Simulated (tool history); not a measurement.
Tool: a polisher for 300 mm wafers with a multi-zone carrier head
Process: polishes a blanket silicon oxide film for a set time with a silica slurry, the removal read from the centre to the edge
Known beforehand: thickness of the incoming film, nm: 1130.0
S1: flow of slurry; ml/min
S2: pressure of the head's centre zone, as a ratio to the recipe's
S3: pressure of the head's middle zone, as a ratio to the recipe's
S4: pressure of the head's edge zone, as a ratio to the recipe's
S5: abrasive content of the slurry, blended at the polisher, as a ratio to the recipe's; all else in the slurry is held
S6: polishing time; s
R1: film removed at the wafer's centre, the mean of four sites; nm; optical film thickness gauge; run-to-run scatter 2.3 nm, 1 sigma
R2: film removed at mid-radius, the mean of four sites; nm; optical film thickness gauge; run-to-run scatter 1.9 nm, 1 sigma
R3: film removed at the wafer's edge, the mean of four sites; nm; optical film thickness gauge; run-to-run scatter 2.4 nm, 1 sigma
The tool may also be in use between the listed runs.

{"run": 1, "hour": 0.0, "S1": 130, "S2": 1.0, "S3": 1.0, "S4": 1.0, "S5": 1.0, "S6": 75, "R1": 250.22, "R2": 254.31, "R3": 252.4}
{"run": 2, "hour": 8.8, "S1": 130, "S2": 1.0, "S3": 1.0, "S4": 1.0, "S5": 1.2, "S6": 75, "R1": 282.38, "R2": 285.06, "R3": 284.09}
{"run": 3, "hour": 14.9, "S1": 130, "S2": 0.99, "S3": 1.0, "S4": 0.97, "S5": 1.1, "S6": 75, "R1": 268.03, "R2": 271.14, "R3": 271.56}
{"run": 4, "hour": 22.8, "S1": 105, "S2": 0.99, "S3": 1.0, "S4": 0.97, "S5": 1.1, "S6": 75, "R1": 250.42, "R2": 254.99, "R3": 259.97}
{"run": 5, "hour": 28.6, "S1": 105, "S2": 0.99, "S3": 1.0, "S4": 1.04, "S5": 1.1, "S6": 75, "R1": 245.56, "R2": 256.9, "R3": 271.81}
{"run": 6, "hour": 32.1, "S1": 105, "S2": 0.99, "S3": 1.0, "S4": 1.04, "S5": 1.1, "S6": 63, "R1": 208.85, "R2": 218.83, "R3": 221.37}

The next listed run, before its measurement:
{"run": 7, "hour": 37.2, "S1": 95, "S2": 0.97, "S3": 1.04, "S4": 0.94, "S5": 1.0, "S6": 62, "R1": "?", "R2": "?", "R3": "?"}

{"run 7": {"R1": 183.56, "R2": 201.76, "R3": 194.75}}
